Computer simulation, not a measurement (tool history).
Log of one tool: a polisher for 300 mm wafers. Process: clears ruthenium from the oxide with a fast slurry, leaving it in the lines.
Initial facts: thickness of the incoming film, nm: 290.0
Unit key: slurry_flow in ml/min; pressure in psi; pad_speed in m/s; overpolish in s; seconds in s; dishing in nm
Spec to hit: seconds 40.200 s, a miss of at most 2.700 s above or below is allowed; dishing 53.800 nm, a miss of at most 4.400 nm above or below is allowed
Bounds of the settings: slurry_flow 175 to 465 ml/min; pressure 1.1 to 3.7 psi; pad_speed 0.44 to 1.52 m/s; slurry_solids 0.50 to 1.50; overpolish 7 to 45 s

{"run": 1, "hour": 0.0, "slurry_flow": 295, "pressure": 2.4, "pad_speed": 0.98, "slurry_solids": 1.0, "overpolish": 23, "seconds": 76.307, "dishing": 64.824}
{"run": 2, "hour": 7.5, "slurry_flow": 295, "pressure": 2.1, "pad_speed": 0.98, "slurry_solids": 1.0, "overpolish": 23, "seconds": 81.517, "dishing": 57.528}
{"run": 3, "hour": 9.8, "slurry_flow": 295, "pressure": 2.1, "pad_speed": 0.98, "slurry_solids": 1.15, "overpolish": 23, "seconds": 79.846, "dishing": 61.358}
{"run": 4, "hour": 16.9, "slurry_flow": 295, "pressure": 2.1, "pad_speed": 1.1, "slurry_solids": 1.15, "overpolish": 23, "seconds": 73.339, "dishing": 66.853}
{"run": 5, "hour": 20.4, "slurry_flow": 305, "pressure": 2.3, "pad_speed": 1.16, "slurry_solids": 1.05, "overpolish": 21, "seconds": 67.003, "dishing": 66.873}
{"run": 6, "hour": 25.1, "slurry_flow": 305, "pressure": 2.3, "pad_speed": 1.16, "slurry_solids": 0.9, "overpolish": 21, "seconds": 72.408, "dishing": 60.446}
{"run": 7, "hour": 28.8, "slurry_flow": 320, "pressure": 2.5, "pad_speed": 1.22, "slurry_solids": 0.85, "overpolish": 19, "seconds": 64.823, "dishing": 62.539}
{"run": 8, "hour": 32.1, "slurry_flow": 330, "pressure": 2.6, "pad_speed": 1.26, "slurry_solids": 0.8, "overpolish": 17, "seconds": 60.355, "dishing": 58.125}
{"run": 9, "hour": 38.5, "slurry_flow": 330, "pressure": 2.7, "pad_speed": 1.26, "slurry_solids": 0.8, "overpolish": 16, "seconds": 59.72, "dishing": 56.267}
{"run": 10, "hour": 47.1, "slurry_flow": 330, "pressure": 2.8, "pad_speed": 1.28, "slurry_solids": 0.8, "overpolish": 15, "seconds": 56.671, "dishing": 56.869}
{"run": 11, "hour": 47.9, "slurry_flow": 330, "pressure": 2.9, "pad_speed": 1.3, "slurry_solids": 0.8, "overpolish": 14, "seconds": 53.485, "dishing": 55.884}
{"run": 12, "hour": 53.0, "slurry_flow": 330, "pressure": 3.0, "pad_speed": 1.3, "slurry_solids": 0.8, "overpolish": 13, "seconds": 51.808, "dishing": 54.366}
{"hour": 56.2, "done": "slurry nozzle cleaned"}
{"run": 13, "hour": 56.2, "slurry_flow": 330, "pressure": 3.1, "pad_speed": 1.3, "slurry_solids": 0.8, "overpolish": 12, "seconds": 48.215, "dishing": 52.595}
{"run": 14, "hour": 61.1, "slurry_flow": 330, "pressure": 3.5, "pad_speed": 1.3, "slurry_solids": 0.8, "overpolish": 9, "seconds": 43.834, "dishing": 44.863}
{"run": 15, "hour": 63.4, "slurry_flow": 330, "pressure": 3.5, "pad_speed": 1.32, "slurry_solids": 0.8, "overpolish": 9, "seconds": 44.38, "dishing": 45.539}
{"run": 16, "hour": 65.0, "slurry_flow": 330, "pressure": 3.5, "pad_speed": 1.34, "slurry_solids": 0.8, "overpolish": 9, "seconds": 42.397, "dishing": 45.626}

Which of these 5 next moves meets every target?
{"run": "A", "hour": 66.6, "slurry_flow": 340, "pressure": 3.3, "pad_speed": 1.16, "slurry_solids": 0.8, "overpolish": 12, "seconds": "?", "dishing": "?"}
{"run": "B", "hour": 66.6, "slurry_flow": 385, "pressure": 3.1, "pad_speed": 1.42, "slurry_solids": 0.75, "overpolish": 11, "seconds": "?", "dishing": "?"}
{"run": "C", "hour": 66.6, "slurry_flow": 260, "pressure": 3.1, "pad_speed": 1.5, "slurry_solids": 0.75, "overpolish": 11, "seconds": "?", "dishing": "?"}
{"run": "D", "hour": 66.6, "slurry_flow": 415, "pressure": 3.7, "pad_speed": 1.44, "slurry_solids": 0.65, "overpolish": 10, "seconds": "?", "dishing": "?"}
{"run": "E", "hour": 66.6, "slurry_flow": 325, "pressure": 3.7, "pad_speed": 1.36, "slurry_solids": 0.8, "overpolish": 7, "seconds": "?", "dishing": "?"}

move=A seconds=50.213 dishing=49.735
move=B seconds=46.423 dishing=49.363
move=C seconds=45.995 dishing=49.766
move=D seconds=40.780 dishing=50.871
move=E seconds=39.862 dishing=37.754
A: gets the furthest-off result to its target, but another result is out of tolerance
B: moves away from the targets compared with the last run
C: gets the furthest-off result to its target, but another result is out of tolerance
D: every result within its allowed miss
E: moves away from the targets compared with the last run
The right move is D.
